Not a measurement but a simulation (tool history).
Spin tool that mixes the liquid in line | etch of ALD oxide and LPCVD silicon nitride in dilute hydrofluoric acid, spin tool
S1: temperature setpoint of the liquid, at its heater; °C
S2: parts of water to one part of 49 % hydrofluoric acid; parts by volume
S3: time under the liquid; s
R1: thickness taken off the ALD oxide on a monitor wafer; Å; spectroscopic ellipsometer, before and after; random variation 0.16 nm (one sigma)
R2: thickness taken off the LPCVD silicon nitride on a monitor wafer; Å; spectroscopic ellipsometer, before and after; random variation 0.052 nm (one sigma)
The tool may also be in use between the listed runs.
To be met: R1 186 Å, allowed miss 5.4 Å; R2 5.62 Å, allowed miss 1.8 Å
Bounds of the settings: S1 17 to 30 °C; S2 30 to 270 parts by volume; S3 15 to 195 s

run  hour    S1   S2   S3      R1      R2
  1     0    22  150  100  96.837  2.9026
  2   7.5    23  145  100  104.12  3.4605
  3  12.2    23  145   55  56.986  1.9976
  4  18.4    23  145   85  87.307   3.289
  5  25.6    23  180   85  67.915  2.4465
  6  30.2    23  180  130  103.98  3.8369
  7  36.1    23  170  130  112.74  3.8441
  8  37.9    23  160  130  121.62  4.0244
  9  39.6    23  155  130  124.65  4.0658
 10  44.9    23  150  130   128.5  4.0679
 11  51.4    23  145  130  134.73    4.19
 12  53.1    23  140  130     141  5.4489
 13  57.2  22.5  135  130  140.52  4.8387
 14  60.1    23  135  130  146.09  4.6552

Which of these 5 next moves meets every target?
  A    63    17   75  125   ?   ?
  B    63  21.5  120  140   ?   ?
  C    63    22  105  130   ?   ?
  D    63  23.5  120  125   ?   ?
  E    63  28.5  215  155   ?   ?

move      R1      R2
   A  212.61  5.5093
   B  170.64  5.3148
   C  187.95  5.8169
   D  164.92  5.4167
   E  122.87  5.1417
A: takes the result that was furthest off past its target
B: nearer than the last run, and not there yet
C: meets every target
D: nearer than the last run, and not there yet
E: further off than the last run
The right move is C.
